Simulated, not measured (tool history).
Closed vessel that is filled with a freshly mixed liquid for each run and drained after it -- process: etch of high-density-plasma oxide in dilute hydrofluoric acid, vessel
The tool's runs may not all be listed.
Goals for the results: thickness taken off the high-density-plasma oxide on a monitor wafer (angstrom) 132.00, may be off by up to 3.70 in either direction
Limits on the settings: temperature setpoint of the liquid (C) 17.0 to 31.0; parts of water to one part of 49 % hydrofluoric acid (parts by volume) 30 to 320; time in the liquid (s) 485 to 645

run  hour  temperature setpoint of the liquid (C)  parts of water to one part of 49 % hydrofluoric acid (parts by volume)  time in the liquid (s)  thickness taken off the high-density-plasma oxide on a monitor wafer (angstrom)
  1   0.0                                    23.0                                                                     175                     645                                                                           181.13
  2   6.3                                    22.0                                                                     180                     645                                                                           168.06
  3   7.9                                    22.0                                                                     120                     645                                                                           265.83
  4  14.3                                    22.0                                                                      85                     645                                                                           394.46
  5  15.5                                    22.0                                                                      85                     485                                                                           296.62
  6  19.4                                    22.0                                                                      85                     485                                                                           291.76
  7  27.9                                    21.0                                                                     100                     485                                                                           238.97
  8  35.9                                    20.0                                                                     105                     485                                                                           215.36
  9  40.3                                    19.5                                                                     110                     485                                                                           202.12
 10  46.0                                    19.0                                                                     115                     485                                                                           186.83
 11  51.8                                    18.5                                                                     120                     485                                                                           172.83
 12  56.9                                    18.5                                                                     120                     485                                                                           174.93
 13  64.8                                    17.0                                                                     160                     485                                                                           118.25
 14  71.3                                    17.5                                                                     160                     485                                                                           120.77
 15  73.0                                    18.0                                                                     160                     485                                                                           123.71

5 candidate next runs follow, results not yet known. Just one meets every target within its allowed miss. Identify it.
  A  74.7                                    17.5                                                                     170                     625                                                                                ?
  B  74.7                                    20.0                                                                     190                     530                                                                                ?
  C  74.7                                    17.0                                                                     150                     500                                                                                ?
  D  74.7                                    18.0                                                                     185                     530                                                                                ?
  E  74.7                                    17.0                                                                     170                     520                                                                                ?

move  thickness taken off the high-density-plasma oxide on a monitor wafer (angstrom)
   A                                                                           145.09
   B                                                                           119.52
   C                                                                           131.26
   D                                                                           113.82
   E                                                                           118.26
A: moves the result that the last run missed by most past its target, out the other side
B: its largest miss is bigger than the last run's
C: in spec on every target
D: its largest miss is bigger than the last run's
E: its largest miss is bigger than the last run's
Correct choice: C, which meets every target
